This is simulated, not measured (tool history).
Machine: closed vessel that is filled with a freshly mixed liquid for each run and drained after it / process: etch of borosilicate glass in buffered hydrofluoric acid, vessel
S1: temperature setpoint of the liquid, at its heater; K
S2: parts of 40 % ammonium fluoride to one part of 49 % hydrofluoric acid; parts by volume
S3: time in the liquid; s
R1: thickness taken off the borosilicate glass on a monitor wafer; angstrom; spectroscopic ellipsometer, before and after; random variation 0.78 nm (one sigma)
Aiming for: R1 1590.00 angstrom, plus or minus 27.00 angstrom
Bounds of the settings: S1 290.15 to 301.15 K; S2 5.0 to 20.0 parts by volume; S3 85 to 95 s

run,hour,S1,S2,S3,R1
1,0.0,293.15,12.0,85,803.79
2,4.0,294.15,11.5,85,884.14
3,11.3,295.15,11.0,85,976.54
4,16.4,295.15,13.0,85,823.70
5,20.5,293.15,13.0,85,740.11
# hour 23.8: thermometer replaced
6,23.8,294.15,12.5,85,747.35
7,26.2,295.15,12.0,85,816.79
8,33.0,295.65,11.0,85,918.46

Exactly one of the 5 candidate moves below puts every result within its allowed miss. Which one?
A,39.8,296.65,7.5,95,?
B,39.8,297.65,8.0,95,?
C,39.8,294.65,7.0,95,?
D,39.8,291.65,5.5,95,?
E,39.8,298.65,8.5,95,?

move,R1
A,1549.70
B,1522.30
C,1502.10
D,1585.00
E,1501.40
A: nearer the targets than the last run, but a result is still out of spec
B: nearer the targets than the last run, but a result is still out of spec
C: nearer the targets than the last run, but a result is still out of spec
D: hits every target within its allowed miss
E: nearer the targets than the last run, but a result is still out of spec
Go with D: it meets all targets.

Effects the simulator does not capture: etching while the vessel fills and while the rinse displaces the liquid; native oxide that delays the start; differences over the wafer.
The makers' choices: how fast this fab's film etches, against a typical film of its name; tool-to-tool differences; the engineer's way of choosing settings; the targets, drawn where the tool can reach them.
